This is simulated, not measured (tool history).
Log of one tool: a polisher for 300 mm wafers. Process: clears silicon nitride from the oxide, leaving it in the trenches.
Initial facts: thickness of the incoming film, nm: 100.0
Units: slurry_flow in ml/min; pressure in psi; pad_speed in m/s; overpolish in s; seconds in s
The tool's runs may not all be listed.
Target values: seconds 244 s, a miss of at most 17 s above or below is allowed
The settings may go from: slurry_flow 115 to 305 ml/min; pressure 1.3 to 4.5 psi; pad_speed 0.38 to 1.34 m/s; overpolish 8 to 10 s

run,day,slurry_flow,pressure,pad_speed,overpolish,seconds
1,0,195,2.9,0.86,10,150.55
2,0.246,195,2.9,0.86,10,155.94
3,0.3,195,2.9,0.86,8,152.82
4,0.592,195,2.8,0.86,8,156.25
5,0.721,195,2.7,0.86,8,158.79
6,1.029,195,2.7,0.86,8,165.46
7,1.079,195,2.6,0.86,8,170.86
8,1.262,195,2.5,0.86,8,177.64
9,1.35,195,2.4,0.86,8,178.14
10,1.425,195,2.3,0.86,8,190.5
11,1.725,195,2.2,0.86,8,197.53
12,2.008,195,2.1,0.86,8,200.49
13,2.238,195,2,0.86,8,213.94

Which of these 5 next moves meets every target?
A,2.467,165,2.2,1.04,10,?
B,2.467,215,2.1,0.8,8,?
C,2.467,225,2.1,0.86,8,?
D,2.467,145,1.7,0.9,10,?
E,2.467,190,2.6,0.7,9,?

move,seconds
A,170.37
B,219.23
C,203.37
D,251.48
E,209.42
A: lands further from the targets than the last run did
B: moves toward the targets from the last run without getting all of them in spec
C: lands further from the targets than the last run did
D: meets every target
E: lands further from the targets than the last run did
The move that meets every target is D.
